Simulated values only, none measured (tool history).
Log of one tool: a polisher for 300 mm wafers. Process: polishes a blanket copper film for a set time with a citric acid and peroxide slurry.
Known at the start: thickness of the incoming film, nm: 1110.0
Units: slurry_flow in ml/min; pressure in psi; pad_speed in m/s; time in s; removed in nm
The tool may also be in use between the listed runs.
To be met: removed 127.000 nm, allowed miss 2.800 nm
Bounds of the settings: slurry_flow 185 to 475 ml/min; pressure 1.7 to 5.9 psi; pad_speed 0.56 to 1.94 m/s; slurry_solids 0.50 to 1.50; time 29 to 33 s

{"run": 1, "day": 0.0, "slurry_flow": 305, "pressure": 3.8, "pad_speed": 1.24, "slurry_solids": 1.0, "time": 33, "removed": 97.048}
{"run": 2, "day": 0.104, "slurry_flow": 235, "pressure": 3.8, "pad_speed": 1.24, "slurry_solids": 1.0, "time": 33, "removed": 93.989}
{"run": 3, "day": 0.454, "slurry_flow": 265, "pressure": 4.1, "pad_speed": 1.24, "slurry_solids": 1.0, "time": 33, "removed": 102.04}
{"run": 4, "day": 0.575, "slurry_flow": 290, "pressure": 4.4, "pad_speed": 1.24, "slurry_solids": 1.0, "time": 33, "removed": 110.31}
{"run": 5, "day": 0.688, "slurry_flow": 305, "pressure": 4.6, "pad_speed": 1.24, "slurry_solids": 1.0, "time": 33, "removed": 116.12}
{"run": 6, "day": 0.812, "slurry_flow": 320, "pressure": 4.7, "pad_speed": 1.24, "slurry_solids": 1.0, "time": 33, "removed": 118.7}
{"run": 7, "day": 1.0, "slurry_flow": 325, "pressure": 4.8, "pad_speed": 1.24, "slurry_solids": 1.0, "time": 33, "removed": 122.09}
{"run": 8, "day": 1.221, "slurry_flow": 330, "pressure": 4.9, "pad_speed": 1.24, "slurry_solids": 1.0, "time": 33, "removed": 123.66}

Which of these 5 next moves meets every target?
{"run": "A", "day": 1.442, "slurry_flow": 300, "pressure": 4.7, "pad_speed": 1.28, "slurry_solids": 0.85, "time": 33, "removed": "?"}
{"run": "B", "day": 1.442, "slurry_flow": 275, "pressure": 5.3, "pad_speed": 1.2, "slurry_solids": 0.9, "time": 33, "removed": "?"}
{"run": "C", "day": 1.442, "slurry_flow": 430, "pressure": 4.7, "pad_speed": 1.26, "slurry_solids": 0.95, "time": 32, "removed": "?"}
{"run": "D", "day": 1.442, "slurry_flow": 270, "pressure": 5.3, "pad_speed": 1.32, "slurry_solids": 0.95, "time": 29, "removed": "?"}
{"run": "E", "day": 1.442, "slurry_flow": 315, "pressure": 4.8, "pad_speed": 1.28, "slurry_solids": 1.05, "time": 31, "removed": "?"}

move=A removed=119.000
move=B removed=125.580
move=C removed=118.260
move=D removed=121.720
move=E removed=117.670
A: further off than the last run
B: meets every target
C: further off than the last run
D: further off than the last run
E: further off than the last run
The right move is B.

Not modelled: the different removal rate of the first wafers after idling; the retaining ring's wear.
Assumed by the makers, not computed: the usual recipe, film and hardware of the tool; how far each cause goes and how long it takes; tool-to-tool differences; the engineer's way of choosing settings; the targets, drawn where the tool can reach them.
